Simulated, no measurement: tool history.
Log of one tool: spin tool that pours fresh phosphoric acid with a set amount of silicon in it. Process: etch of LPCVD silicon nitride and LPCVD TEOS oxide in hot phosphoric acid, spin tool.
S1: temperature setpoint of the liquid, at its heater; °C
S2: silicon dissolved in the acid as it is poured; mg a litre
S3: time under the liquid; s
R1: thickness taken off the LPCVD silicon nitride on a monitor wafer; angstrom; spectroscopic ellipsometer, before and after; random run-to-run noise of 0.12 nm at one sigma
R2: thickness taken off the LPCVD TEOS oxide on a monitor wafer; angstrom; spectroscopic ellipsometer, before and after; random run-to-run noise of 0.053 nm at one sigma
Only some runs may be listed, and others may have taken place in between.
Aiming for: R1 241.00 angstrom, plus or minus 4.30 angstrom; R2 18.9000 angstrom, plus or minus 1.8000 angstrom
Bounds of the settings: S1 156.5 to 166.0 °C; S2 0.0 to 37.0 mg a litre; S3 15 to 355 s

| run | day | S1 | S2 | S3 | R1 | R2 |
|---|---|---|---|---|---|---|
| 1 | 0.000 | 161.0 | 16.0 | 180 | 142.30 | 9.3327 |
| 2 | 0.212 | 161.5 | 16.0 | 190 | 152.49 | 10.1330 |
| 3 | 0.346 | 161.5 | 10.5 | 190 | 152.78 | 12.1570 |
| 4 | 0.475 | 162.0 | 11.0 | 200 | 163.74 | 11.8080 |
| 5 | 0.792 | 162.0 | 11.0 | 135 | 109.84 | 8.6224 |
| 6 | 0.933 | 162.5 | 11.0 | 150 | 125.04 | 9.5025 |
| 7 | 1.283 | 163.0 | 10.5 | 160 | 135.61 | 11.0310 |
| 8 | 1.379 | 163.5 | 11.0 | 170 | 145.78 | 11.9980 |
| 9 | 1.538 | 164.0 | 11.5 | 180 | 158.68 | 12.4880 |
| 10 | 1.721 | 166.0 | 11.0 | 250 | 233.80 | 21.1290 |
| 11 | 1.825 | 166.0 | 11.5 | 250 | 232.67 | 20.5670 |

Which single option among these 4 for the next run brings every result within its allowed miss of target? Just one does.
| A | 1.929 | 166.0 | 11.5 | 265 | ? | ? |
| B | 1.929 | 166.0 | 8.5 | 265 | ? | ? |
| C | 1.929 | 165.0 | 15.0 | 265 | ? | ? |
| D | 1.929 | 165.5 | 13.5 | 245 | ? | ? |

| move | R1 | R2 |
|---|---|---|
| A | 245.09 | 21.5030 |
| B | 245.09 | 22.9850 |
| C | 237.19 | 18.3940 |
| D | 222.92 | 18.2940 |
A: gets the furthest-off result to its target, but another result is out of tolerance
B: gets the furthest-off result to its target, but another result is out of tolerance
C: in spec on every target
D: lands further from the targets than the last run did
Correct choice: C, which meets every target
